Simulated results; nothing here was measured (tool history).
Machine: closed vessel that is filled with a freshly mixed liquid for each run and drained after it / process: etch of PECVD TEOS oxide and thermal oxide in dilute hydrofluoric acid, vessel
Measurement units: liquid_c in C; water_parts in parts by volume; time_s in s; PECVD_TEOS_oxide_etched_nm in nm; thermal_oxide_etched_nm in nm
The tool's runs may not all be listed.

Run 1, hour 0.0: liquid_c 24.0 C, water_parts 280 parts by volume, time_s 145 s. Result: PECVD_TEOS_oxide_etched_nm 4.9373 nm, thermal_oxide_etched_nm 2.4568 nm.
Run 2, hour 5.8: liquid_c 24.0 C, water_parts 280 parts by volume, time_s 190 s. Result: PECVD_TEOS_oxide_etched_nm 6.6578 nm, thermal_oxide_etched_nm 3.1926 nm.
Run 3, hour 14.4: liquid_c 23.0 C, water_parts 300 parts by volume, time_s 190 s. Result: PECVD_TEOS_oxide_etched_nm 5.7917 nm, thermal_oxide_etched_nm 2.7737 nm.
Run 4, hour 18.8: liquid_c 23.0 C, water_parts 300 parts by volume, time_s 145 s. Result: PECVD_TEOS_oxide_etched_nm 4.4560 nm, thermal_oxide_etched_nm 2.1234 nm.
Run 5, hour 20.8: liquid_c 23.0 C, water_parts 300 parts by volume, time_s 85 s. Result: PECVD_TEOS_oxide_etched_nm 2.5677 nm, thermal_oxide_etched_nm 1.2404 nm.
Run 6, hour 28.8: liquid_c 24.5 C, water_parts 300 parts by volume, time_s 85 s. Result: PECVD_TEOS_oxide_etched_nm 2.7374 nm, thermal_oxide_etched_nm 1.3270 nm.
Run 7, hour 30.4: liquid_c 25.0 C, water_parts 300 parts by volume, time_s 85 s. Result: PECVD_TEOS_oxide_etched_nm 2.8036 nm, thermal_oxide_etched_nm 1.3098 nm.
Run 8, hour 37.9: liquid_c 25.0 C, water_parts 295 parts by volume, time_s 85 s. Result: PECVD_TEOS_oxide_etched_nm 2.9056 nm, thermal_oxide_etched_nm 1.3677 nm.
Run 9, hour 41.3: liquid_c 25.0 C, water_parts 285 parts by volume, time_s 85 s. Result: PECVD_TEOS_oxide_etched_nm 2.9971 nm, thermal_oxide_etched_nm 1.4102 nm.

Forecast run 10:
Run 10, hour 43.0: liquid_c 24.5 C, water_parts 280 parts by volume, time_s 85 s. Result: PECVD_TEOS_oxide_etched_nm ?, thermal_oxide_etched_nm ?.

For run 10 the tool returned PECVD_TEOS_oxide_etched_nm 2.9536 nm, thermal_oxide_etched_nm 1.4471 nm.
